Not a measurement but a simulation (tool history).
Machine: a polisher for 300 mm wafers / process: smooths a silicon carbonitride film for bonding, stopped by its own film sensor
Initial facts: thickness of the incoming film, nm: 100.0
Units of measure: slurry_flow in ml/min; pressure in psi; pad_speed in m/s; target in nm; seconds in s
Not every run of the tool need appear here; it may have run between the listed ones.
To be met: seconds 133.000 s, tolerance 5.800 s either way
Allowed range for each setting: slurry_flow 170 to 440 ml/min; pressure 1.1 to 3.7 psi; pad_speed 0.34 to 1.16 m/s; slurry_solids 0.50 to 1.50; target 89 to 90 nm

run 1 hour=0.0 | slurry_flow=280 pressure=2.4 pad_speed=0.74 slurry_solids=1.00 target=89 | seconds=54.900
run 2 hour=2.6 | slurry_flow=280 pressure=2.0 pad_speed=0.64 slurry_solids=1.00 target=89 | seconds=68.023
run 3 hour=7.1 | slurry_flow=280 pressure=2.0 pad_speed=0.64 slurry_solids=0.90 target=89 | seconds=70.738
run 4 hour=11.5 | slurry_flow=275 pressure=1.7 pad_speed=0.54 slurry_solids=0.85 target=89 | seconds=94.123
run 5 hour=17.4 | slurry_flow=275 pressure=1.5 pad_speed=0.52 slurry_solids=0.85 target=89 | seconds=101.840
run 6 hour=25.5 | slurry_flow=275 pressure=1.5 pad_speed=0.52 slurry_solids=0.65 target=89 | seconds=109.650
run 7 hour=28.2 | slurry_flow=275 pressure=1.4 pad_speed=0.52 slurry_solids=0.65 target=89 | seconds=112.600
run 8 hour=32.6 | slurry_flow=275 pressure=1.3 pad_speed=0.50 slurry_solids=0.65 target=89 | seconds=120.530

Next run, 5 choices. One meets every target within its allowed miss, the rest don't. Which?
run A hour=37.0 | slurry_flow=185 pressure=1.6 pad_speed=0.44 slurry_solids=0.50 target=89 | seconds=?
run B hour=37.0 | slurry_flow=230 pressure=1.1 pad_speed=0.40 slurry_solids=0.80 target=89 | seconds=?
run C hour=37.0 | slurry_flow=315 pressure=1.3 pad_speed=0.50 slurry_solids=0.60 target=89 | seconds=?
run D hour=37.0 | slurry_flow=280 pressure=1.1 pad_speed=0.42 slurry_solids=0.75 target=89 | seconds=?
run E hour=37.0 | slurry_flow=395 pressure=1.2 pad_speed=0.52 slurry_solids=0.65 target=89 | seconds=?

move=A seconds=130.910
move=B seconds=152.090
move=C seconds=122.540
move=D seconds=146.630
move=E seconds=119.830
A: each result inside its tolerance
B: the result that was furthest off in the last run now lies on the other side of its target
C: moves toward the targets from the last run without getting all of them in spec
D: the result that was furthest off in the last run now lies on the other side of its target
E: its largest miss is bigger than the last run's
Answer: A
